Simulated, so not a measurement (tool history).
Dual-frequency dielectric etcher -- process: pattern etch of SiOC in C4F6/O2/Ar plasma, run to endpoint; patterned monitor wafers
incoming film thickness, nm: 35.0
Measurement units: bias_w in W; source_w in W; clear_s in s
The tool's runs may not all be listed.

Run 1, hour 0.0: bias_w 629 W, source_w 330 W. Result: clear_s 11.450 s.
Run 2, hour 7.5: bias_w 668 W, source_w 330 W. Result: clear_s 11.129 s.
Run 3, hour 8.3: bias_w 690 W, source_w 330 W. Result: clear_s 11.009 s.
Run 4, hour 10.6: bias_w 643 W, source_w 330 W. Result: clear_s 11.292 s.
Run 5, hour 18.8: bias_w 671 W, source_w 330 W. Result: clear_s 11.043 s.
Run 6, hour 23.9: bias_w 671 W, source_w 310 W. Result: clear_s 11.357 s.

Run 7, settings as shown, results not yet in. Your forecast:
Run 7, hour 26.3: bias_w 700 W, source_w 310 W. Result: clear_s ?.

Run 7 produced clear_s 11.119 s.
